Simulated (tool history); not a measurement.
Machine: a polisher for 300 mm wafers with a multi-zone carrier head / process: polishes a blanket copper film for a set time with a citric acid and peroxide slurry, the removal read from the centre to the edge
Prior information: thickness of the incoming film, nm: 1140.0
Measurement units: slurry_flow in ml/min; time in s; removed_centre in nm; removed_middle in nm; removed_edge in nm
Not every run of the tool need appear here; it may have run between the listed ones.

run,hour,slurry_flow,centre_zone,middle_zone,edge_zone,slurry_solids,time,removed_centre,removed_middle,removed_edge
1,0,160,1,1,1,1,36,69.086,70.695,66.93
2,2.9,200,1,1,1,1,36,70.601,72.006,69.356
3,4.4,200,1,1.07,1,1,36,70.719,76.882,69
4,6.6,200,1,1.07,0.97,1,36,69.508,76.466,68.729
5,9.8,200,1,1.01,0.97,1,36,68.831,71.696,69.255
6,14,190,0.99,1.01,0.95,0.95,36,68.445,72.07,66.751
7,17.6,185,0.97,0.99,0.94,0.9,36,65.62,68.002,65.054

Run 8 is up next; what results do you expect?
8,26.5,180,0.95,0.99,0.92,0.9,36,?,?,?

Logged for run 8: removed_centre 64.723 nm, removed_middle 68.571 nm, removed_edge 65.185 nm.

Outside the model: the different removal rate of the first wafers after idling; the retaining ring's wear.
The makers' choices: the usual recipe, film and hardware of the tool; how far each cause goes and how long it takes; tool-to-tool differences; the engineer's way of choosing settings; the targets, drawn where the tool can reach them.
